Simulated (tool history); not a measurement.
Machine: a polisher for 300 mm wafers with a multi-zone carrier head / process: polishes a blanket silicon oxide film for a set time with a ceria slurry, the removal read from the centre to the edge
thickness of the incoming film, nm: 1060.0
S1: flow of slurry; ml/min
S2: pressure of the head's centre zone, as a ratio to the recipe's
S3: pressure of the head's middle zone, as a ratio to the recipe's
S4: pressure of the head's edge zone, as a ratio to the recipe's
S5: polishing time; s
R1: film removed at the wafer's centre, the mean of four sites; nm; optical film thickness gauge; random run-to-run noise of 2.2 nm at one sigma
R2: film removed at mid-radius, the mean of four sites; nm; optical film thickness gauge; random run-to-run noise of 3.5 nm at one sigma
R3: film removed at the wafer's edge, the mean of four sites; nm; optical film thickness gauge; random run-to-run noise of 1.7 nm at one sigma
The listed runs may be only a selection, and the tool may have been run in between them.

run,hour,S1,S2,S3,S4,S5,R1,R2,R3
1,0.0,140,1.00,1.00,1.00,61,422.27,417.68,417.98
2,7.9,140,1.00,1.04,1.00,61,425.99,432.59,416.18
3,16.0,135,0.97,1.04,0.97,55,368.44,375.03,368.40
4,18.9,135,1.04,1.04,0.97,55,397.05,381.02,366.30
5,27.0,135,1.00,1.04,0.97,55,375.91,373.10,368.68
6,27.7,160,1.00,1.04,0.97,55,397.61,394.45,379.74
7,32.3,150,0.97,1.07,0.94,51,350.88,368.72,339.43
8,37.5,140,0.95,1.07,0.91,49,321.18,352.03,321.68
9,44.1,135,0.94,1.07,0.89,47,311.45,329.46,303.53
10,49.8,130,0.92,1.08,0.87,46,290.99,321.23,292.13
11,58.7,125,0.91,1.08,0.86,45,277.97,312.16,281.65
12,63.8,120,0.90,1.08,0.85,45,276.61,310.17,277.25

What will run 13 give?
13,65.9,115,0.89,1.08,0.84,45,?,?,?

R1: 264.16 nm
R2: 300.14 nm
R3: 271.15 nm
